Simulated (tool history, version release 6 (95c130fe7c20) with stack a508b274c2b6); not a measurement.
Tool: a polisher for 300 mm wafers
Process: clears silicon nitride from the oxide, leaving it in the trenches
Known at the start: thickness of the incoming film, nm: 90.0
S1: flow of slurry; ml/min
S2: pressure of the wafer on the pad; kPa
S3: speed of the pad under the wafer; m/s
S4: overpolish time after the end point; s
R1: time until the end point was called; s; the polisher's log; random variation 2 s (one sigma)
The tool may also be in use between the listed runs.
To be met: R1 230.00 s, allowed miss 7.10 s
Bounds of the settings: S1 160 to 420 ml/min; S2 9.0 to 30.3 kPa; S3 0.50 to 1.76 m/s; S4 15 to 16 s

run	day	S1	S2	S3	S4	R1
1	0.000	270	19.3	1.12	15	108.56
2	0.050	270	17.2	1.12	15	123.44
3	0.104	330	17.2	1.12	15	120.49
4	0.133	330	14.5	1.06	15	146.32
5	0.250	330	14.5	0.94	15	162.16
6	0.329	330	12.4	0.92	15	189.95
7	0.433	320	9.0	0.92	15	256.95
8	0.638	340	9.0	0.92	15	258.57
9	0.850	345	9.7	0.92	15	240.18
10	1.017	350	9.7	0.92	15	241.65

Which of these 5 next moves meets every target?
A	1.183	350	9.7	0.90	15	?
B	1.183	330	9.7	0.88	15	?
C	1.183	350	12.4	0.64	15	?
D	1.183	285	12.4	0.72	15	?
E	1.183	350	11.0	0.76	16	?

move	R1
A	242.04
B	247.42
C	244.53
D	229.22
E	242.01
A: as far off as the last run
B: further off than the last run
C: further off than the last run
D: meets every target
E: as far off as the last run
Answer: D

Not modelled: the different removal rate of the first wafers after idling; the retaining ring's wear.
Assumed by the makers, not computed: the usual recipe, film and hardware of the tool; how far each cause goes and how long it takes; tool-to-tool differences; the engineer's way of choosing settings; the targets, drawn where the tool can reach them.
